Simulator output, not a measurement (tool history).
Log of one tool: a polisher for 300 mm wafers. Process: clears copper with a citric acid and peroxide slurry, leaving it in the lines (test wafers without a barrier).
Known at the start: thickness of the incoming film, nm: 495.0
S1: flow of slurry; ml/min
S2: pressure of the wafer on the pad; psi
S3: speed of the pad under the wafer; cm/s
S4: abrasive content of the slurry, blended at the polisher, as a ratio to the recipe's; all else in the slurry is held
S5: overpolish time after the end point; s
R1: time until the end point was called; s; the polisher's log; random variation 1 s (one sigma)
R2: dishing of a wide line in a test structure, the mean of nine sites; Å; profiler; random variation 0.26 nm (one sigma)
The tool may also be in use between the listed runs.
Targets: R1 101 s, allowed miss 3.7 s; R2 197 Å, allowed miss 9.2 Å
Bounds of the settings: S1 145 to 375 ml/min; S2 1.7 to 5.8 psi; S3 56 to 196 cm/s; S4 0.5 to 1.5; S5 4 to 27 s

run    day   S1   S2   S3    S4  S5      R1      R2
  1      0  240  3.7  126     1  14  137.53  318.03
  2  0.067  240  4.2  126     1  14  124.65  356.51
  3  0.325  240  4.1  130     1  13  123.71  340.17
  4  0.604  255    4  134  1.05  12  120.98  315.15
  5  0.821  255    4  134     1  12  122.14  312.87
  6  1.175  255    4  104     1  12  150.25  256.87
  7  1.308  270  4.1  106  1.05  11  142.56  255.65
  8  1.638  285  4.2  110     1  10  137.82   236.1
  9  1.875  290  4.4  110  0.95   9  132.91  219.07
 10   2.15  295  4.6  110   0.9   9  132.73   229.5
 11    2.5  305  4.7  112   0.9   8  125.65  204.65
 12  2.842  310  4.8  112   0.9   8  123.25  216.96
 13  3.179  310  4.9  112   0.9   8  122.53  217.04
 14  3.492  320  5.8  114   0.9   4  105.69  128.44
 15  3.658  325  5.7  118  0.85   4  106.74  129.63
 16  3.721  325  5.6  120  0.85   4  105.69   130.3
 17  3.908  325  5.5  122  0.85   4  105.99   128.2
 18  4.146  330  5.5  122  0.85   4  105.24   129.7
 19  4.412  290  5.4  132  0.85  10  101.95  306.92
 20    4.5  275  5.4  132   0.9  10  99.684  312.92
 21  4.725  255  5.1  136  0.95   4  102.57  129.88

5 next moves are on the table. One of them brings every result within its allowed miss. Which?
  A  4.95  365  5.7  116  1.15   7   ?   ?
  B  4.95  265  5.1  136  1.05   6   ?   ?
  C  4.95  235  5.2  142  0.95   8   ?   ?
  D  4.95  215  4.9  130   1.2   8   ?   ?
  E  4.95  250  4.9  136     1   8   ?   ?

move      R1      R2
   A  99.482  229.15
   B  99.626  197.72
   C  97.735   263.2
   D  105.21  245.64
   E  104.19  247.87
A: takes the result that was furthest off past its target
B: meets every target
C: takes the result that was furthest off past its target
D: takes the result that was furthest off past its target
E: takes the result that was furthest off past its target
The right move is B.
